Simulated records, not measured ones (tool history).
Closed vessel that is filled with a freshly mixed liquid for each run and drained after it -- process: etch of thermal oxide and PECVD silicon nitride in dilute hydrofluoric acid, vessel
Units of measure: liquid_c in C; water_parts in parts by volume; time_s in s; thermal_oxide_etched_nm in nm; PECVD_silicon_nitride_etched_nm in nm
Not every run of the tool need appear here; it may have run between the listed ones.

run,day,liquid_c,water_parts,time_s,thermal_oxide_etched_nm,PECVD_silicon_nitride_etched_nm
1,0,23,85,525,27.608,29.071
2,0.075,25,85,530,30.324,33.857
3,0.383,25,65,530,40.784,43.877
4,0.562,25,85,530,30.33,33.823
5,0.871,26.5,85,535,32.526,37.735
# day 1.2: thermometer replaced
6,1.2,27.5,85,540,36.103,44.304

Forecast run 7:
7,1.508,28,90,545,?,?

thermal_oxide_etched_nm: 34.91 nm
PECVD_silicon_nitride_etched_nm: 43.425 nm
